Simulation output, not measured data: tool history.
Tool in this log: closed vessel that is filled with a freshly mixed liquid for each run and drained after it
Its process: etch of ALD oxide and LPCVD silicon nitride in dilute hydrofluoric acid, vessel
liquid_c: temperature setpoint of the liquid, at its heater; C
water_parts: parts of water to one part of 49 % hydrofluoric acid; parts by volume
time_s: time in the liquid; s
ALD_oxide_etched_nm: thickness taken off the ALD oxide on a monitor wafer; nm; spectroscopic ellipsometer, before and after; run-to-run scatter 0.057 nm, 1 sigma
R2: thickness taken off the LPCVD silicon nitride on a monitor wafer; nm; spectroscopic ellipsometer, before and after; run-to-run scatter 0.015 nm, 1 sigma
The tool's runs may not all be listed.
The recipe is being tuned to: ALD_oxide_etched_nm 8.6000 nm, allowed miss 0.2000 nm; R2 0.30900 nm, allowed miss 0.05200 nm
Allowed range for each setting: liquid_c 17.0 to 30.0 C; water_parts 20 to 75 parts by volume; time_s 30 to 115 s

Run 1, hour 0.0: liquid_c 22.0 C, water_parts 45 parts by volume, time_s 60 s. Result: ALD_oxide_etched_nm 17.1150 nm, R2 0.58011 nm.
Run 2, hour 4.8: liquid_c 22.0 C, water_parts 35 parts by volume, time_s 60 s. Result: ALD_oxide_etched_nm 22.2910 nm, R2 0.86112 nm.
Run 3, hour 13.7: liquid_c 21.5 C, water_parts 45 parts by volume, time_s 60 s. Result: ALD_oxide_etched_nm 16.7630 nm, R2 0.62981 nm.
Run 4, hour 18.8: liquid_c 21.5 C, water_parts 35 parts by volume, time_s 60 s. Result: ALD_oxide_etched_nm 22.0030 nm, R2 0.79241 nm.
Run 5, hour 23.2: liquid_c 20.5 C, water_parts 45 parts by volume, time_s 60 s. Result: ALD_oxide_etched_nm 16.1700 nm, R2 0.54504 nm.
Run 6, hour 31.6: liquid_c 20.5 C, water_parts 45 parts by volume, time_s 45 s. Result: ALD_oxide_etched_nm 12.0710 nm, R2 0.39708 nm.
Run 7, hour 34.0: liquid_c 20.5 C, water_parts 45 parts by volume, time_s 45 s. Result: ALD_oxide_etched_nm 12.1380 nm, R2 0.42563 nm.
Run 8, hour 35.0: liquid_c 20.0 C, water_parts 50 parts by volume, time_s 45 s. Result: ALD_oxide_etched_nm 10.7060 nm, R2 0.38398 nm.
Run 9, hour 44.1: liquid_c 19.0 C, water_parts 50 parts by volume, time_s 45 s. Result: ALD_oxide_etched_nm 10.1300 nm, R2 0.36666 nm.
Run 10, hour 50.7: liquid_c 19.0 C, water_parts 50 parts by volume, time_s 45 s. Result: ALD_oxide_etched_nm 10.1960 nm, R2 0.34510 nm.
Run 11, hour 55.2: liquid_c 18.5 C, water_parts 50 parts by volume, time_s 45 s. Result: ALD_oxide_etched_nm 9.8868 nm, R2 0.31654 nm.
Run 12, hour 63.7: liquid_c 19.0 C, water_parts 60 parts by volume, time_s 45 s. Result: ALD_oxide_etched_nm 8.3376 nm, R2 0.26837 nm.
Run 13, hour 69.2: liquid_c 20.5 C, water_parts 60 parts by volume, time_s 45 s. Result: ALD_oxide_etched_nm 8.9169 nm, R2 0.29717 nm.

Which one of the following 4 next-run settings gets every result inside its allowed miss? There is exactly one.
Run A, hour 74.7: liquid_c 20.5 C, water_parts 75 parts by volume, time_s 55 s. Result: ALD_oxide_etched_nm ?, R2 ?.
Run B, hour 74.7: liquid_c 18.5 C, water_parts 65 parts by volume, time_s 55 s. Result: ALD_oxide_etched_nm ?, R2 ?.
Run C, hour 74.7: liquid_c 23.5 C, water_parts 50 parts by volume, time_s 30 s. Result: ALD_oxide_etched_nm ?, R2 ?.
Run D, hour 74.7: liquid_c 23.0 C, water_parts 65 parts by volume, time_s 40 s. Result: ALD_oxide_etched_nm ?, R2 ?.

move  ALD_oxide_etched_nm       R2
   A               8.5749  0.29580
   B               9.2014  0.29613
   C               8.1948  0.29423
   D               8.0761  0.29332
A: meets every target
B: the biggest miss grows against the last run
C: moves the result that the last run missed by most past its target, out the other side
D: moves the result that the last run missed by most past its target, out the other side
Move A is the one to make.

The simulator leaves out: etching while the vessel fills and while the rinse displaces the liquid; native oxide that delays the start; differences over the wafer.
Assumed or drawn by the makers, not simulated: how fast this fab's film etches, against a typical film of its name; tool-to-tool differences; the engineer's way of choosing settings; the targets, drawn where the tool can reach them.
